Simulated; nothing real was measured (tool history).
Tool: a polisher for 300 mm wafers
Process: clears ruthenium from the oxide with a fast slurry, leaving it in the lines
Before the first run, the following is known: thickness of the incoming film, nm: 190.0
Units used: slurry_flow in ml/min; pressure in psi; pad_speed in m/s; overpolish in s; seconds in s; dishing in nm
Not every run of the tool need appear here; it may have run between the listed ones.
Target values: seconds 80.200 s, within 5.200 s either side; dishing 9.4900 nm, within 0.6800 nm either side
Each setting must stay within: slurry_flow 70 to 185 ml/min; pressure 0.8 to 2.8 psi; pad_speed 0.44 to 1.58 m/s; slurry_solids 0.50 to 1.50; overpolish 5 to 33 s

run 1 hour=0.0 | slurry_flow=120 pressure=1.8 pad_speed=1.00 slurry_solids=1.00 overpolish=17 | seconds=88.739 dishing=26.8800
run 2 hour=7.1 | slurry_flow=120 pressure=1.4 pad_speed=1.00 slurry_solids=1.00 overpolish=17 | seconds=107.680 dishing=22.2150
run 3 hour=14.6 | slurry_flow=120 pressure=1.3 pad_speed=1.06 slurry_solids=1.00 overpolish=15 | seconds=106.580 dishing=19.8530
run 4 hour=19.9 | slurry_flow=120 pressure=1.3 pad_speed=0.82 slurry_solids=1.00 overpolish=15 | seconds=133.080 dishing=16.3890
run 5 hour=24.4 | slurry_flow=120 pressure=1.3 pad_speed=0.82 slurry_solids=0.90 overpolish=15 | seconds=136.090 dishing=15.5710
run 6 hour=27.4 | slurry_flow=120 pressure=1.3 pad_speed=0.82 slurry_solids=0.70 overpolish=15 | seconds=145.730 dishing=15.2990
run 7 hour=36.1 | slurry_flow=120 pressure=1.3 pad_speed=0.82 slurry_solids=0.70 overpolish=15 | seconds=152.540 dishing=14.8380
run 8 hour=39.6 | slurry_flow=130 pressure=1.2 pad_speed=0.84 slurry_solids=0.85 overpolish=13 | seconds=143.160 dishing=13.4690
run 9 hour=43.7 | slurry_flow=140 pressure=1.2 pad_speed=0.88 slurry_solids=0.95 overpolish=12 | seconds=131.160 dishing=13.7920
run 10 hour=49.9 | slurry_flow=140 pressure=1.2 pad_speed=0.88 slurry_solids=0.95 overpolish=12 | seconds=128.760 dishing=14.1880
run 11 hour=54.3 | slurry_flow=145 pressure=1.1 pad_speed=0.92 slurry_solids=1.05 overpolish=11 | seconds=129.610 dishing=12.1520
run 12 hour=62.9 | slurry_flow=150 pressure=1.1 pad_speed=1.00 slurry_solids=1.10 overpolish=10 | seconds=119.600 dishing=12.0430

Which one of the following 4 next-run settings gets every result inside its allowed miss? There is exactly one.
run A hour=71.5 | slurry_flow=145 pressure=1.3 pad_speed=0.66 slurry_solids=0.80 overpolish=10 | seconds=? dishing=?
run B hour=71.5 | slurry_flow=120 pressure=0.8 pad_speed=0.62 slurry_solids=1.10 overpolish=21 | seconds=? dishing=?
run C hour=71.5 | slurry_flow=155 pressure=0.9 pad_speed=0.86 slurry_solids=1.05 overpolish=11 | seconds=? dishing=?
run D hour=71.5 | slurry_flow=120 pressure=1.7 pad_speed=1.14 slurry_solids=1.00 overpolish=5 | seconds=? dishing=?

move=A seconds=161.540 dishing=9.5403
move=B seconds=227.100 dishing=13.7920
move=C seconds=155.040 dishing=10.8280
move=D seconds=79.379 dishing=9.6960
A: misses by more than the last run did
B: misses by more than the last run did
C: misses by more than the last run did
D: all results in spec
The move that meets every target is D.

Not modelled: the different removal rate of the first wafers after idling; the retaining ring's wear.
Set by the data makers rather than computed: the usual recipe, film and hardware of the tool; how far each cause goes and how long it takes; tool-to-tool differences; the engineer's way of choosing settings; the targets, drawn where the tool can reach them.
